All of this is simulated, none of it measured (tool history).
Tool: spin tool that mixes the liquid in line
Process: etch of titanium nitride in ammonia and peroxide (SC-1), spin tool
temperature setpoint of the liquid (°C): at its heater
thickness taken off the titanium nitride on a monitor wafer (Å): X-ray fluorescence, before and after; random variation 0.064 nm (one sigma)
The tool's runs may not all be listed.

run	hour	temperature setpoint of the liquid (°C)	parts of water to one part of 30 % peroxide (parts by volume)	parts of 29 % ammonia solution to one part of 30 % peroxide (parts by volume)	time under the liquid (s)	thickness taken off the titanium nitride on a monitor wafer (Å)
1	0	48	11	0.4	85	39.503
2	8.4	48	14	0.4	85	34.52
3	17.1	52	13.5	0.4	85	47.427
4	20.5	56.5	13.5	0.4	85	64.753
5	26	56.5	13.5	0.3	85	60.976
6	34.7	58.5	13	0.3	85	71.079
7	43.4	60	12.5	0.3	85	80.434

The next listed run, before its measurement:
# hour 47.8: heated supply line repaired
8	47.8	61	12	0.3	85	?

Run 8 gave thickness taken off the titanium nitride on a monitor wafer (Å) 110.22.

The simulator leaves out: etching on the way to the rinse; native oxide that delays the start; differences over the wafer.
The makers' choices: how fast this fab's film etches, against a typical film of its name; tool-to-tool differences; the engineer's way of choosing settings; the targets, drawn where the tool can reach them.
